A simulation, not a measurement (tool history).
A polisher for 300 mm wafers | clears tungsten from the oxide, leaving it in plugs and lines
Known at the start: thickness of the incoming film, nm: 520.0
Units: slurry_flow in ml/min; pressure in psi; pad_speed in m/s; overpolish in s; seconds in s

run,hour,slurry_flow,pressure,pad_speed,slurry_solids,overpolish,seconds
1,0,205,4.6,1.22,1,10,97.124
2,8.8,205,4.6,1.22,1.1,10,93.561
3,11.6,205,3.5,1.22,1.1,10,113.42
4,14.1,205,3.5,1.22,1.1,8,115.69
5,16.4,205,4.1,1.22,1.1,8,101.22
6,20.6,205,4.1,1.22,1.1,10,103.6
7,22.6,210,4.7,1.22,1.1,10,90.53

Run 8 comes next. What will it give?
8,29.7,220,5.1,1.22,1.1,10,?

seconds: 87.619 s

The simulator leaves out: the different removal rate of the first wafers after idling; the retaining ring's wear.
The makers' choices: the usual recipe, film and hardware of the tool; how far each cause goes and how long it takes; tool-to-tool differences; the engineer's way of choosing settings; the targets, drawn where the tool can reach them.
